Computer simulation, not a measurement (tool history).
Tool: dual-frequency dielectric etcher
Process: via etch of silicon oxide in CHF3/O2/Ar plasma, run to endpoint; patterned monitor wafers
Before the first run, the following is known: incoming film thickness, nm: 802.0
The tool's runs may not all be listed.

run 1 day=0.000 | source_power_(kW)=0.620 bias_power_(kW)=0.195 | endpoint_time_(s)=407.52
run 2 day=0.171 | source_power_(kW)=0.570 bias_power_(kW)=0.195 | endpoint_time_(s)=421.97
run 3 day=0.271 | source_power_(kW)=0.620 bias_power_(kW)=0.195 | endpoint_time_(s)=406.34
run 4 day=0.542 | source_power_(kW)=0.620 bias_power_(kW)=0.178 | endpoint_time_(s)=411.78
run 5 day=0.779 | source_power_(kW)=0.620 bias_power_(kW)=0.198 | endpoint_time_(s)=404.62
run 6 day=0.842 | source_power_(kW)=0.620 bias_power_(kW)=0.167 | endpoint_time_(s)=428.30
run 7 day=1.083 | source_power_(kW)=0.620 bias_power_(kW)=0.167 | endpoint_time_(s)=426.12
run 8 day=1.183 | source_power_(kW)=0.620 bias_power_(kW)=0.167 | endpoint_time_(s)=423.91
run 9 day=1.396 | source_power_(kW)=0.670 bias_power_(kW)=0.172 | endpoint_time_(s)=408.83
run 10 day=1.654 | source_power_(kW)=0.710 bias_power_(kW)=0.177 | endpoint_time_(s)=390.44
run 11 day=1.933 | source_power_(kW)=0.730 bias_power_(kW)=0.179 | endpoint_time_(s)=391.69
-- day=1.988 bias power generator calibrated
run 12 day=1.988 | source_power_(kW)=0.760 bias_power_(kW)=0.182 | endpoint_time_(s)=386.64

Run 13 has not been measured yet. What should we expect?
run 13 day=2.362 | source_power_(kW)=0.760 bias_power_(kW)=0.182 | endpoint_time_(s)=?

Run 13 measured endpoint time (s) 385.46.
